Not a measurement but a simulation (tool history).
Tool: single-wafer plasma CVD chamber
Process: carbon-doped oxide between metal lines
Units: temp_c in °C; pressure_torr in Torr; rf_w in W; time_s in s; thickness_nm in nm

| run | hour | temp_c | pressure_torr | rf_w | time_s | thickness_nm |
|---|---|---|---|---|---|---|
| 1 | 0 | 335 | 3.72 | 470 | 31.7 | 148.34 |
| 2 | 8.2 | 335 | 3.72 | 410 | 31.7 | 131.14 |
| 3 | 14.5 | 335 | 4.31 | 410 | 31.7 | 133.31 |
| 4 | 23.3 | 335 | 4.31 | 380 | 31.7 | 123.69 |
| 5 | 24 | 330 | 4.31 | 380 | 31.7 | 125.22 |
| 6 | 26.2 | 330 | 4.31 | 380 | 32.7 | 128.65 |
| 7 | 33.4 | 330 | 4.31 | 380 | 32.7 | 129.16 |
| 8 | 38.6 | 330 | 4.33 | 395 | 32.7 | 134.83 |
| 9 | 47.4 | 329 | 4.41 | 405 | 32.7 | 136.92 |
| 10 | 50.1 | 329 | 4.43 | 415 | 32.7 | 140.32 |

Forecast run 11:
| 11 | 52.8 | 328 | 4.47 | 425 | 32.7 | ? |

thickness_nm: 145.65 nm
